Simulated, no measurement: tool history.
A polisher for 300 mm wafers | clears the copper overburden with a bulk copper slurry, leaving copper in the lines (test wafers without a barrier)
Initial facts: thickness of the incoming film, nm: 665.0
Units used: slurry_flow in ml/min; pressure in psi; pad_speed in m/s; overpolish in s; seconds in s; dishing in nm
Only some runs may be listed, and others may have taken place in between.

run,hour,slurry_flow,pressure,pad_speed,slurry_solids,overpolish,seconds,dishing
1,0,320,2.3,1.02,1,10,74.081,37.463
2,0.6,265,2.3,1.02,1,10,74.535,38.212
3,4.1,320,2.3,1.04,1,8,72.183,34.35
4,7.1,320,2.3,1.18,1,8,64.292,36.412
5,13,320,2.7,1.18,1,8,53.92,39.4
6,15.6,320,2.9,1.18,1,8,50.546,42.308
7,19.6,320,2.3,1.18,1,3,63.116,19.909
8,24.3,320,2.1,1.08,1,8,75.424,33.139
9,24.9,315,2.1,1.08,1,7,75.97,30.104

The next listed run, before its measurement:
10,29.7,315,2.1,1.08,1,6,?,?

Run 10 produced seconds 76.332 s, dishing 29.32 nm.

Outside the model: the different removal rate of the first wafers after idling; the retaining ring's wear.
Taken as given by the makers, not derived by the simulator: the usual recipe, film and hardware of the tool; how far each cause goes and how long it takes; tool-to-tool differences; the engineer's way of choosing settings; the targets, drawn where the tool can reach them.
